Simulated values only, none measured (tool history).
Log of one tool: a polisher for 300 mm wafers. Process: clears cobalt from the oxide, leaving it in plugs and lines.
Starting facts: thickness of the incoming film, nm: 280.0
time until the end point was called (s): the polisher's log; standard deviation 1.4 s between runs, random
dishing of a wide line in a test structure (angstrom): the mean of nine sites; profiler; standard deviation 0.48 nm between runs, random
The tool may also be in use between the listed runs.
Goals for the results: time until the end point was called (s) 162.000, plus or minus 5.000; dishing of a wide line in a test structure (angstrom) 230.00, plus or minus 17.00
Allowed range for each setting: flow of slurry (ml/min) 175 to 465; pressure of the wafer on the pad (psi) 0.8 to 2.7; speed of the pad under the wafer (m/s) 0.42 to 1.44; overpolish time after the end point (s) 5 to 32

run	hour	flow of slurry (ml/min)	pressure of the wafer on the pad (psi)	speed of the pad under the wafer (m/s)	overpolish time after the end point (s)	time until the end point was called (s)	dishing of a wide line in a test structure (angstrom)
1	0.0	295	1.7	0.92	16	95.853	397.95
2	8.7	365	1.7	0.92	16	95.021	399.67
3	10.6	365	1.7	0.80	16	109.700	360.11
4	15.1	365	1.7	0.80	21	109.030	445.34
5	22.4	365	1.7	0.96	21	91.334	515.40
6	24.8	365	2.1	0.96	21	75.474	585.20
7	29.1	360	1.6	0.80	13	114.000	288.12
8	37.4	360	1.5	0.80	13	122.190	280.67
9	41.9	360	1.5	0.80	13	122.860	273.83
10	51.0	360	1.4	0.80	13	130.270	267.89
11	51.7	360	1.2	0.80	13	149.310	244.16

Exactly one of the 4 candidate moves below puts every result within its allowed miss. Which one?
A	52.4	370	1.1	0.84	13	?	?
B	52.4	340	1.0	0.86	11	?	?
C	52.4	425	0.9	0.86	12	?	?
D	52.4	345	1.4	0.64	14	?	?

move	time until the end point was called (s)	dishing of a wide line in a test structure (angstrom)
A	152.740	219.46
B	162.690	178.67
C	175.560	180.49
D	161.480	223.12
A: nearer than the last run, and not there yet
B: puts the biggest miss on target and leaves a different result outside tolerance
C: the result that was furthest off in the last run now lies on the other side of its target
D: every result lands within tolerance
Correct choice: D, which meets every target

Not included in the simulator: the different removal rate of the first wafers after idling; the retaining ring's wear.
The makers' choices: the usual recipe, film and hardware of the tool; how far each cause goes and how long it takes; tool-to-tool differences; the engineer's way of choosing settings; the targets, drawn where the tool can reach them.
